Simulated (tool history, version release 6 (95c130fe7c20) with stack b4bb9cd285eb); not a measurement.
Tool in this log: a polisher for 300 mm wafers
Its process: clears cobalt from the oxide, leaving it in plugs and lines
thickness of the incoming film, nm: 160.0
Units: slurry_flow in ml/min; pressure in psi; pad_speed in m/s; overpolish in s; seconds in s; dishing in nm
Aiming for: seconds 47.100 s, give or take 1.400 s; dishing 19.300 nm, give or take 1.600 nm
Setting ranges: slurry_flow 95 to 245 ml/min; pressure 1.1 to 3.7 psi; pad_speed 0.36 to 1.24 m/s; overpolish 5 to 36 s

| run | hour | slurry_flow | pressure | pad_speed | overpolish | seconds | dishing |
|---|---|---|---|---|---|---|---|
| 1 | 0.0 | 155 | 2.4 | 0.80 | 18 | 38.233 | 51.902 |
| 2 | 1.2 | 155 | 2.4 | 1.00 | 18 | 30.568 | 57.795 |
| 3 | 2.8 | 145 | 2.2 | 1.02 | 16 | 32.110 | 53.516 |
| 4 | 6.8 | 130 | 2.2 | 1.02 | 16 | 32.491 | 50.583 |
| 5 | 15.6 | 155 | 2.2 | 1.02 | 16 | 31.763 | 54.733 |
| 6 | 22.9 | 155 | 2.2 | 1.22 | 16 | 26.887 | 58.456 |
| 7 | 27.4 | 145 | 2.1 | 1.18 | 14 | 28.985 | 52.437 |
| 8 | 35.9 | 155 | 1.5 | 1.02 | 5 | 42.741 | 18.038 |
| 9 | 40.4 | 150 | 1.4 | 1.02 | 7 | 44.633 | 23.808 |
| 10 | 45.9 | 150 | 1.4 | 1.02 | 7 | 44.211 | 22.651 |

5 candidate next runs follow, results not yet known. Just one meets every target within its allowed miss. Identify it.
| A | 51.4 | 150 | 1.5 | 1.04 | 9 | ? | ? |
| B | 51.4 | 135 | 1.3 | 1.10 | 7 | ? | ? |
| C | 51.4 | 150 | 1.4 | 0.92 | 8 | ? | ? |
| D | 51.4 | 125 | 1.4 | 0.98 | 8 | ? | ? |
| E | 51.4 | 225 | 1.6 | 0.82 | 6 | ? | ? |

| move | seconds | dishing |
|---|---|---|
| A | 41.092 | 29.927 |
| B | 43.661 | 23.207 |
| C | 48.561 | 23.752 |
| D | 47.176 | 24.328 |
| E | 46.774 | 19.177 |
A: moves away from the targets compared with the last run
B: moves away from the targets compared with the last run
C: moves away from the targets compared with the last run
D: moves away from the targets compared with the last run
E: all results in spec
E is the move that brings every result within its allowed miss.
